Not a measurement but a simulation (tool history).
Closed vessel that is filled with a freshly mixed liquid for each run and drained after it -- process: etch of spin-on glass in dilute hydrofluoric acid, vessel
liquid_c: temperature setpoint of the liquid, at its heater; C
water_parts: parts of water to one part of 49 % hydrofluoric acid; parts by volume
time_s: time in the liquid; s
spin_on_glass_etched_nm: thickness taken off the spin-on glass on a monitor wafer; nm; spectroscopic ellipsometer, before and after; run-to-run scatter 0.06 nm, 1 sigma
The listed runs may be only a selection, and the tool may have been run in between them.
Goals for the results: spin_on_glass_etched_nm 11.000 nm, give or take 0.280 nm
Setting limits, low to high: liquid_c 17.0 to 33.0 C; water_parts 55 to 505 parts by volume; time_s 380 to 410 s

Run 1, hour 0.0: liquid_c 25.0 C, water_parts 280 parts by volume, time_s 380 s. Result: spin_on_glass_etched_nm 23.958 nm.
Run 2, hour 3.9: liquid_c 25.0 C, water_parts 280 parts by volume, time_s 380 s. Result: spin_on_glass_etched_nm 23.897 nm.
Run 3, hour 5.6: liquid_c 25.0 C, water_parts 280 parts by volume, time_s 410 s. Result: spin_on_glass_etched_nm 25.840 nm.
Run 4, hour 11.5: liquid_c 24.0 C, water_parts 300 parts by volume, time_s 410 s. Result: spin_on_glass_etched_nm 22.559 nm.
Run 5, hour 13.0: liquid_c 24.0 C, water_parts 300 parts by volume, time_s 410 s. Result: spin_on_glass_etched_nm 22.506 nm.
Run 6, hour 16.9: liquid_c 24.0 C, water_parts 300 parts by volume, time_s 380 s. Result: spin_on_glass_etched_nm 20.727 nm.
Run 7, hour 21.9: liquid_c 23.0 C, water_parts 315 parts by volume, time_s 380 s. Result: spin_on_glass_etched_nm 18.863 nm.
Run 8, hour 24.7: liquid_c 22.0 C, water_parts 330 parts by volume, time_s 380 s. Result: spin_on_glass_etched_nm 17.321 nm.
Run 9, hour 31.2: liquid_c 21.5 C, water_parts 340 parts by volume, time_s 380 s. Result: spin_on_glass_etched_nm 16.367 nm.
Run 10, hour 39.1: liquid_c 21.0 C, water_parts 350 parts by volume, time_s 380 s. Result: spin_on_glass_etched_nm 15.496 nm.
Run 11, hour 41.5: liquid_c 20.5 C, water_parts 360 parts by volume, time_s 380 s. Result: spin_on_glass_etched_nm 14.644 nm.
Run 12, hour 46.4: liquid_c 20.0 C, water_parts 370 parts by volume, time_s 380 s. Result: spin_on_glass_etched_nm 14.012 nm.
Run 13, hour 52.3: liquid_c 19.5 C, water_parts 375 parts by volume, time_s 380 s. Result: spin_on_glass_etched_nm 13.404 nm.
Run 14, hour 54.9: liquid_c 19.0 C, water_parts 380 parts by volume, time_s 380 s. Result: spin_on_glass_etched_nm 13.026 nm.
Run 15, hour 56.6: liquid_c 18.5 C, water_parts 385 parts by volume, time_s 380 s. Result: spin_on_glass_etched_nm 12.380 nm.
Run 16, hour 61.0: liquid_c 18.5 C, water_parts 390 parts by volume, time_s 380 s. Result: spin_on_glass_etched_nm 12.194 nm.

Exercise: of the 4 proposed moves below, exactly one satisfies all targets within the stated allowed misses. Which move is it?
Run A, hour 65.4: liquid_c 17.0 C, water_parts 435 parts by volume, time_s 410 s. Result: spin_on_glass_etched_nm ?.
Run B, hour 65.4: liquid_c 18.5 C, water_parts 405 parts by volume, time_s 380 s. Result: spin_on_glass_etched_nm ?.
Run C, hour 65.4: liquid_c 22.0 C, water_parts 400 parts by volume, time_s 385 s. Result: spin_on_glass_etched_nm ?.
Run D, hour 65.4: liquid_c 19.0 C, water_parts 450 parts by volume, time_s 380 s. Result: spin_on_glass_etched_nm ?.

move  spin_on_glass_etched_nm
   A                   10.792
   B                   11.597
   C                   13.481
   D                   10.250
A: all results in spec
B: moves toward the targets from the last run without getting all of them in spec
C: lands further from the targets than the last run did
D: carries the result that was furthest off beyond its target, to the other side
Move A is the one to make.
